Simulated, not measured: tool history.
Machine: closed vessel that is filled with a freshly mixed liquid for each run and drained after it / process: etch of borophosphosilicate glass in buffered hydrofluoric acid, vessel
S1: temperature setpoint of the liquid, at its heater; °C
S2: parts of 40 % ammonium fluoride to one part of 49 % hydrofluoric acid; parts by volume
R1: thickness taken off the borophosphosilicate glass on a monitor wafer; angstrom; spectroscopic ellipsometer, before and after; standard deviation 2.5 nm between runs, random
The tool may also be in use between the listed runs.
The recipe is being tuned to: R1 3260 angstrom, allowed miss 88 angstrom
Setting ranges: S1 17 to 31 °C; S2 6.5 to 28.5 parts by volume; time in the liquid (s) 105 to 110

Run 1, day 0: S1 23 °C, S2 17.5 parts by volume, time in the liquid (s) 105. Result: R1 1564.8 angstrom.
Run 2, day 0.1: S1 24 °C, S2 17 parts by volume, time in the liquid (s) 105. Result: R1 1713.8 angstrom.
Run 3, day 0.408: S1 20.5 °C, S2 17 parts by volume, time in the liquid (s) 105. Result: R1 1419.3 angstrom.
Run 4, day 0.679: S1 22 °C, S2 16.5 parts by volume, time in the liquid (s) 105. Result: R1 1549.5 angstrom.
Run 5, day 0.85: S1 23 °C, S2 16 parts by volume, time in the liquid (s) 105. Result: R1 1716.1 angstrom.
Run 6, day 1.221: S1 20.5 °C, S2 16 parts by volume, time in the liquid (s) 105. Result: R1 1476.6 angstrom.
Run 7, day 1.517: S1 22 °C, S2 15.5 parts by volume, time in the liquid (s) 105. Result: R1 1685.9 angstrom.
Run 8, day 1.692: S1 23 °C, S2 15 parts by volume, time in the liquid (s) 105. Result: R1 1835.4 angstrom.
Run 9, day 2.021: S1 24 °C, S2 14.5 parts by volume, time in the liquid (s) 105. Result: R1 1998 angstrom.
Run 10, day 2.154: S1 25 °C, S2 14.5 parts by volume, time in the liquid (s) 105. Result: R1 2118.3 angstrom.
Run 11, day 2.288: S1 25.5 °C, S2 14.5 parts by volume, time in the liquid (s) 105. Result: R1 2142 angstrom.
Run 12, day 2.592: S1 29.5 °C, S2 11 parts by volume, time in the liquid (s) 105. Result: R1 3499 angstrom.

Which one of the following 5 next-run settings gets every result inside its allowed miss? There is exactly one.
Run A, day 2.896: S1 21.5 °C, S2 8 parts by volume, time in the liquid (s) 105. Result: R1 ?.
Run B, day 2.896: S1 29.5 °C, S2 12.5 parts by volume, time in the liquid (s) 110. Result: R1 ?.
Run C, day 2.896: S1 28.5 °C, S2 9.5 parts by volume, time in the liquid (s) 105. Result: R1 ?.
Run D, day 2.896: S1 27 °C, S2 11.5 parts by volume, time in the liquid (s) 110. Result: R1 ?.
Run E, day 2.896: S1 28.5 °C, S2 12 parts by volume, time in the liquid (s) 105. Result: R1 ?.

move      R1
   A  3049.9
   B  3234.3
   C  3767.1
   D  3077.8
   E  3049.6
A: moves the result that the last run missed by most past its target, out the other side
B: every result lands within tolerance
C: lands further from the targets than the last run did
D: moves the result that the last run missed by most past its target, out the other side
E: moves the result that the last run missed by most past its target, out the other side
Correct choice: B, which meets every target
